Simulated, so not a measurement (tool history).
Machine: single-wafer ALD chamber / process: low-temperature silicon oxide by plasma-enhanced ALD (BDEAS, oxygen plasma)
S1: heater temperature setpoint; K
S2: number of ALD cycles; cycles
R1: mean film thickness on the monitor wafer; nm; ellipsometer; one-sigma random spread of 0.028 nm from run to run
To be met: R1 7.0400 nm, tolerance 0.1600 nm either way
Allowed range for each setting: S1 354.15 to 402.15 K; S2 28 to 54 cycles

run,hour,S1,S2,R1
1,0.0,378.15,41,5.7755
2,1.5,378.15,36,5.0719
3,10.4,377.15,37,5.1906
4,17.5,377.15,38,5.3514
5,21.8,382.15,38,5.2835
6,29.2,381.15,39,5.4424
7,36.3,381.15,40,5.6052
8,42.5,376.15,47,6.6302
9,50.4,376.15,48,6.7968

Next run, 4 choices. One meets every target within its allowed miss, the rest don't. Which?
A,58.3,376.15,53,?
B,58.3,373.15,52,?
C,58.3,381.15,54,?
D,58.3,377.15,50,?

move,R1
A,7.5216
B,7.4215
C,7.5912
D,7.0825
A: the result that was furthest off in the last run now lies on the other side of its target
B: the result that was furthest off in the last run now lies on the other side of its target
C: the result that was furthest off in the last run now lies on the other side of its target
D: all results in spec
Go with D: it meets all targets.
